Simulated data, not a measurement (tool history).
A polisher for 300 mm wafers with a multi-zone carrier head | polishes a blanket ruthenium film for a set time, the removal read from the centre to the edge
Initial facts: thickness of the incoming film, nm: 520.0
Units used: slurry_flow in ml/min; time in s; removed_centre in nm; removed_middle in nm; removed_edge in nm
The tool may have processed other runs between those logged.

| run | day | slurry_flow | centre_zone | middle_zone | edge_zone | time | removed_centre | removed_middle | removed_edge |
|---|---|---|---|---|---|---|---|---|---|
| 1 | 0 | 145 | 1 | 1 | 1 | 50 | 73.229 | 73.551 | 72.416 |
| 2 | 0.071 | 140 | 0.99 | 0.97 | 1.01 | 50 | 69.324 | 70.654 | 73.129 |
| 3 | 0.154 | 140 | 0.99 | 1.01 | 1.01 | 50 | 71.623 | 72.14 | 74.03 |
| 4 | 0.275 | 140 | 0.99 | 1.01 | 1.01 | 63 | 87.73 | 91.633 | 91.274 |
| 5 | 0.512 | 140 | 0.99 | 1.01 | 0.93 | 63 | 88.623 | 91.448 | 87.561 |
| 6 | 0.75 | 120 | 0.99 | 1.01 | 0.93 | 63 | 87.157 | 89.536 | 86.239 |
| 7 | 0.921 | 115 | 0.98 | 0.97 | 0.94 | 61 | 82.351 | 81.448 | 81.623 |
| 8 | 1.012 | 110 | 0.96 | 0.94 | 0.95 | 60 | 76.087 | 78.51 | 81.482 |

Forecast run 9:
| 9 | 1.271 | 105 | 0.96 | 0.92 | 0.95 | 59 | ? | ? | ? |

removed_centre: 75.322 nm
removed_middle: 73.433 nm
removed_edge: 79.911 nm
